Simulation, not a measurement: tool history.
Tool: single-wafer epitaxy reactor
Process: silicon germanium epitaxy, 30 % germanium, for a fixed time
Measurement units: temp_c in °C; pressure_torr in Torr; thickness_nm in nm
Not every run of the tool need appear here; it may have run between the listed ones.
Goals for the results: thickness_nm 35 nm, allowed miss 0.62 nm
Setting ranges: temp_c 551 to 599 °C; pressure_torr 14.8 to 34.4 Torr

Run 1, hour 0: temp_c 575 °C, pressure_torr 24.6 Torr. Result: thickness_nm 42.407 nm.
Run 2, hour 6.2: temp_c 581 °C, pressure_torr 24.6 Torr. Result: thickness_nm 48.575 nm.
Run 3, hour 11.5: temp_c 581 °C, pressure_torr 21.7 Torr. Result: thickness_nm 46.328 nm.
Run 4, hour 12.9: temp_c 581 °C, pressure_torr 23.5 Torr. Result: thickness_nm 47.689 nm.
Run 5, hour 18.4: temp_c 581 °C, pressure_torr 21 Torr. Result: thickness_nm 45.624 nm.
Run 6, hour 22.3: temp_c 581 °C, pressure_torr 23.8 Torr. Result: thickness_nm 47.873 nm.
Run 7, hour 23.1: temp_c 578 °C, pressure_torr 23.7 Torr. Result: thickness_nm 44.871 nm.
Run 8, hour 28.8: temp_c 575 °C, pressure_torr 23.7 Torr. Result: thickness_nm 41.763 nm.
Run 9, hour 31.8: temp_c 573 °C, pressure_torr 23.7 Torr. Result: thickness_nm 40.049 nm.
Run 10, hour 36.1: temp_c 572 °C, pressure_torr 23.7 Torr. Result: thickness_nm 39.059 nm.
Run 11, hour 42: temp_c 571 °C, pressure_torr 23.7 Torr. Result: thickness_nm 38.204 nm.
Run 12, hour 42.5: temp_c 570 °C, pressure_torr 23.7 Torr. Result: thickness_nm 37.245 nm.
Run 13, hour 51.4: temp_c 566 °C, pressure_torr 23.6 Torr. Result: thickness_nm 34.196 nm.

Exactly one of the 4 candidate moves below puts every result within its allowed miss. Which one?
Run A, hour 60.3: temp_c 569 °C, pressure_torr 23.1 Torr. Result: thickness_nm ?.
Run B, hour 60.3: temp_c 570 °C, pressure_torr 22.6 Torr. Result: thickness_nm ?.
Run C, hour 60.3: temp_c 569 °C, pressure_torr 21 Torr. Result: thickness_nm ?.
Run D, hour 60.3: temp_c 566 °C, pressure_torr 28.3 Torr. Result: thickness_nm ?.

move  thickness_nm
   A        36.387
   B         36.95
   C        35.296
   D        36.355
A: pushes the last run's worst result past its target
B: pushes the last run's worst result past its target
C: hits every target within its allowed miss
D: pushes the last run's worst result past its target
Move C is the one to make.

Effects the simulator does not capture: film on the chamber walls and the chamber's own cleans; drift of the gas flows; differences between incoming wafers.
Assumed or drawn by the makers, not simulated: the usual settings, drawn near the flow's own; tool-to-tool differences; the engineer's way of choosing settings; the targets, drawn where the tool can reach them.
